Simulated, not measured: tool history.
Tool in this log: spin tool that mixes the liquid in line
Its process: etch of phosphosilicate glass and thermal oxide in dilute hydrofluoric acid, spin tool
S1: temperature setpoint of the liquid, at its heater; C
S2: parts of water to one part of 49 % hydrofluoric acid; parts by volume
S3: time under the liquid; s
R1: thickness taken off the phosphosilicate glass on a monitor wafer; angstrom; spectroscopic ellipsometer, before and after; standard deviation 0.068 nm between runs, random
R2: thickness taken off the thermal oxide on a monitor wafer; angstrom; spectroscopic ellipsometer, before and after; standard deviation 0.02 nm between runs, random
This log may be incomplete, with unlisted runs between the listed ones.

Run 1, hour 0.0: S1 20 C, S2 190 parts by volume, S3 45 s. Result: R1 178.39 angstrom, R2 7.7552 angstrom.
Run 2, hour 3.3: S1 18 C, S2 190 parts by volume, S3 45 s. Result: R1 163.12 angstrom, R2 6.9892 angstrom.
Run 3, hour 12.0: S1 18 C, S2 190 parts by volume, S3 60 s. Result: R1 220.32 angstrom, R2 9.3931 angstrom.
Run 4, hour 12.6: S1 18 C, S2 205 parts by volume, S3 60 s. Result: R1 200.93 angstrom, R2 8.4724 angstrom.
Run 5, hour 16.2: S1 18 C, S2 135 parts by volume, S3 60 s. Result: R1 325.30 angstrom, R2 14.4850 angstrom.
Run 6, hour 22.6: S1 17 C, S2 135 parts by volume, S3 60 s. Result: R1 311.52 angstrom, R2 13.9170 angstrom.
Run 7, hour 23.8: S1 17 C, S2 160 parts by volume, S3 60 s. Result: R1 258.34 angstrom, R2 12.2900 angstrom.
Run 8, hour 31.6: S1 17 C, S2 180 parts by volume, S3 60 s. Result: R1 225.82 angstrom, R2 9.7327 angstrom.
Run 9, hour 39.2: S1 17 C, S2 180 parts by volume, S3 60 s. Result: R1 225.28 angstrom, R2 9.6399 angstrom.
Run 10, hour 43.4: S1 17 C, S2 195 parts by volume, S3 60 s. Result: R1 206.23 angstrom, R2 9.5060 angstrom.
Run 11, hour 49.9: S1 17 C, S2 210 parts by volume, S3 60 s. Result: R1 186.93 angstrom, R2 8.3339 angstrom.
Run 12, hour 56.7: S1 17 C, S2 285 parts by volume, S3 60 s. Result: R1 129.28 angstrom, R2 5.6200 angstrom.
Run 13, hour 58.8: S1 17 C, S2 290 parts by volume, S3 60 s. Result: R1 126.52 angstrom, R2 5.3507 angstrom.
Run 14, hour 64.2: S1 17 C, S2 295 parts by volume, S3 60 s. Result: R1 123.43 angstrom, R2 5.3699 angstrom.
Run 15, hour 66.9: S1 17 C, S2 300 parts by volume, S3 60 s. Result: R1 121.37 angstrom, R2 5.2096 angstrom.
Run 16, hour 74.6: S1 17 C, S2 300 parts by volume, S3 60 s. Result: R1 121.76 angstrom, R2 5.1197 angstrom.
Run 17, hour 80.4: S1 17 C, S2 305 parts by volume, S3 60 s. Result: R1 119.52 angstrom, R2 5.0431 angstrom.

What does the tool deliver on the next run?
Run 18, hour 84.8: S1 17 C, S2 310 parts by volume, S3 60 s. Result: R1 ?, R2 ?.

R1: 116.57 angstrom
R2: 4.9253 angstrom

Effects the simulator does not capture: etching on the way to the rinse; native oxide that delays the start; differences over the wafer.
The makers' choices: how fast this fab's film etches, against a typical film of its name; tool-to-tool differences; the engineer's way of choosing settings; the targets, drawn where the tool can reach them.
